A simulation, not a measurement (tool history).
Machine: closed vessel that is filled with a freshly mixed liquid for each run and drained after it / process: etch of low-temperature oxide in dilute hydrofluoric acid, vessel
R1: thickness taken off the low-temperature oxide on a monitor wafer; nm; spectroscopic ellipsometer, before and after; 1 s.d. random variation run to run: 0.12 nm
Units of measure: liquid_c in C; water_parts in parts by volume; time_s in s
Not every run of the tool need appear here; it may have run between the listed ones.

Run 1, day 0.000: liquid_c 25.0 C, water_parts 120 parts by volume, time_s 105 s. Result: R1 14.787 nm.
Run 2, day 0.358: liquid_c 27.0 C, water_parts 105 parts by volume, time_s 105 s. Result: R1 18.580 nm.
Run 3, day 0.688: liquid_c 27.0 C, water_parts 80 parts by volume, time_s 105 s. Result: R1 25.403 nm.
Run 4, day 1.038: liquid_c 28.5 C, water_parts 75 parts by volume, time_s 105 s. Result: R1 28.538 nm.
Run 5, day 1.250: liquid_c 28.5 C, water_parts 115 parts by volume, time_s 105 s. Result: R1 17.741 nm.
Run 6, day 1.438: liquid_c 29.5 C, water_parts 105 parts by volume, time_s 105 s. Result: R1 20.496 nm.
Run 7, day 1.738: liquid_c 30.5 C, water_parts 95 parts by volume, time_s 105 s. Result: R1 23.861 nm.
Run 8, day 1.838: liquid_c 33.0 C, water_parts 60 parts by volume, time_s 105 s. Result: R1 43.706 nm.
Run 9, day 1.962: liquid_c 32.0 C, water_parts 60 parts by volume, time_s 105 s. Result: R1 41.963 nm.

Estimate the outcome of run 10 from the log above:
Run 10, day 2.200: liquid_c 31.0 C, water_parts 60 parts by volume, time_s 105 s. Result: R1 ?.

R1: 40.593 nm
